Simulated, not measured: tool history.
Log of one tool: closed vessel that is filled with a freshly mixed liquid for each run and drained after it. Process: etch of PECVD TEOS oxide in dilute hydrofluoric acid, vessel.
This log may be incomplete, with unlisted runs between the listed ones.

run	day	temperature setpoint of the liquid (K)	parts of water to one part of 49 % hydrofluoric acid (parts by volume)	time in the liquid (s)	thickness taken off the PECVD TEOS oxide on a monitor wafer (Å)
1	0.000	294.15	70	30	46.135
2	0.071	294.15	90	30	35.090
3	0.238	295.65	80	30	42.275
4	0.408	296.65	70	30	51.035
5	0.608	297.65	65	30	58.767
6	0.646	298.65	60	30	66.077
7	0.771	299.15	55	30	72.811
8	1.125	299.65	55	30	74.932
9	1.283	300.15	55	30	76.706
10	1.321	300.65	55	30	78.578
11	1.646	301.15	55	30	79.297

Expected results for the next run?
12	1.700	301.15	55	30	?

Logged for run 12: thickness taken off the PECVD TEOS oxide on a monitor wafer (Å) 79.656.
